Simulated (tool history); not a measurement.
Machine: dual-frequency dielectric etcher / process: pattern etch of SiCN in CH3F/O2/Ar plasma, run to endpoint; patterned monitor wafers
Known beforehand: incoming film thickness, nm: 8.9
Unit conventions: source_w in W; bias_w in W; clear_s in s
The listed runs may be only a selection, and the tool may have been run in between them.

| run | day | source_w | bias_w | clear_s |
|---|---|---|---|---|
| 1 | 0 | 510 | 83 | 20.604 |
| 2 | 0.267 | 510 | 76 | 21.279 |
| 3 | 0.508 | 540 | 77 | 20.737 |
| 4 | 0.542 | 540 | 63 | 22.816 |
| 5 | 0.783 | 540 | 77 | 20.819 |
| 6 | 1.058 | 570 | 78 | 20.294 |
| 7 | 1.321 | 590 | 79 | 19.898 |
| 8 | 1.596 | 610 | 80 | 19.577 |
| 9 | 1.896 | 610 | 80 | 19.606 |
| 10 | 1.967 | 630 | 81 | 19.099 |
| 11 | 2.146 | 640 | 81 | 19.163 |
| 12 | 2.371 | 650 | 81 | 18.955 |

Estimate the outcome of run 13 from the log above:
| 13 | 2.7 | 660 | 81 | ? |

clear_s: 18.977 s
